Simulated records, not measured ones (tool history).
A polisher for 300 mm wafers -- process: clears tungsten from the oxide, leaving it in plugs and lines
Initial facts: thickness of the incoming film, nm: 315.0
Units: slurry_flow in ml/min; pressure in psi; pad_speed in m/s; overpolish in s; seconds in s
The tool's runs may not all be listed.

run 1 day=0.000 | slurry_flow=160 pressure=3.1 pad_speed=0.84 slurry_solids=1.0 overpolish=19 | seconds=78.23
run 2 day=0.117 | slurry_flow=160 pressure=3.1 pad_speed=0.64 slurry_solids=1.0 overpolish=19 | seconds=104.75
run 3 day=0.458 | slurry_flow=160 pressure=3.1 pad_speed=0.64 slurry_solids=0.8 overpolish=19 | seconds=109.95
run 4 day=0.754 | slurry_flow=200 pressure=3.1 pad_speed=0.64 slurry_solids=0.8 overpolish=19 | seconds=108.01
run 5 day=0.975 | slurry_flow=200 pressure=3.0 pad_speed=0.64 slurry_solids=0.8 overpolish=19 | seconds=104.91
run 6 day=1.158 | slurry_flow=200 pressure=2.9 pad_speed=0.64 slurry_solids=0.8 overpolish=19 | seconds=116.63
run 7 day=1.475 | slurry_flow=200 pressure=2.8 pad_speed=0.64 slurry_solids=0.8 overpolish=19 | seconds=112.99
run 8 day=1.625 | slurry_flow=200 pressure=2.7 pad_speed=0.64 slurry_solids=0.8 overpolish=19 | seconds=114.18

Run 9 has not been measured yet. What should we expect?
run 9 day=1.833 | slurry_flow=200 pressure=1.8 pad_speed=0.60 slurry_solids=0.8 overpolish=19 | seconds=?

Run 9 gave seconds 165.55 s.

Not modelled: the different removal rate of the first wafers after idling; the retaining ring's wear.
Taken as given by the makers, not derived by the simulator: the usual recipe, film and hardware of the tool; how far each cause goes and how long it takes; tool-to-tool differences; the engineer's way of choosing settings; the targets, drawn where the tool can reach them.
